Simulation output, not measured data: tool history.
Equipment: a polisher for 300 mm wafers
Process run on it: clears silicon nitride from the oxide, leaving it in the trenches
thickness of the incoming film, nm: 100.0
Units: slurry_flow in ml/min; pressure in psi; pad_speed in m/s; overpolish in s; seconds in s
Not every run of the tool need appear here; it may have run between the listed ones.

{"run": 1, "hour": 0.0, "slurry_flow": 165, "pressure": 3.2, "pad_speed": 1.1, "overpolish": 7, "seconds": 114.52}
{"run": 2, "hour": 6.1, "slurry_flow": 165, "pressure": 3.6, "pad_speed": 1.12, "overpolish": 7, "seconds": 96.6}
{"run": 3, "hour": 7.0, "slurry_flow": 165, "pressure": 3.9, "pad_speed": 1.14, "overpolish": 7, "seconds": 90.644}
{"run": 4, "hour": 9.8, "slurry_flow": 165, "pressure": 3.2, "pad_speed": 1.14, "overpolish": 7, "seconds": 111.74}
{"run": 5, "hour": 10.7, "slurry_flow": 165, "pressure": 3.2, "pad_speed": 1.14, "overpolish": 7, "seconds": 109.32}
{"run": 6, "hour": 16.7, "slurry_flow": 165, "pressure": 3.6, "pad_speed": 1.16, "overpolish": 7, "seconds": 96.619}
{"run": 7, "hour": 19.4, "slurry_flow": 165, "pressure": 3.6, "pad_speed": 1.16, "overpolish": 7, "seconds": 93.853}
{"run": 8, "hour": 26.1, "slurry_flow": 165, "pressure": 3.9, "pad_speed": 1.18, "overpolish": 7, "seconds": 84.062}
{"run": 9, "hour": 29.9, "slurry_flow": 165, "pressure": 3.9, "pad_speed": 1.18, "overpolish": 7, "seconds": 90.234}
{"run": 10, "hour": 31.4, "slurry_flow": 165, "pressure": 4.2, "pad_speed": 1.2, "overpolish": 7, "seconds": 80.54}

Run 11 has not been measured yet. What should we expect?
{"run": 11, "hour": 39.3, "slurry_flow": 165, "pressure": 4.4, "pad_speed": 1.22, "overpolish": 7, "seconds": "?"}

Logged for run 11: seconds 75.708 s.

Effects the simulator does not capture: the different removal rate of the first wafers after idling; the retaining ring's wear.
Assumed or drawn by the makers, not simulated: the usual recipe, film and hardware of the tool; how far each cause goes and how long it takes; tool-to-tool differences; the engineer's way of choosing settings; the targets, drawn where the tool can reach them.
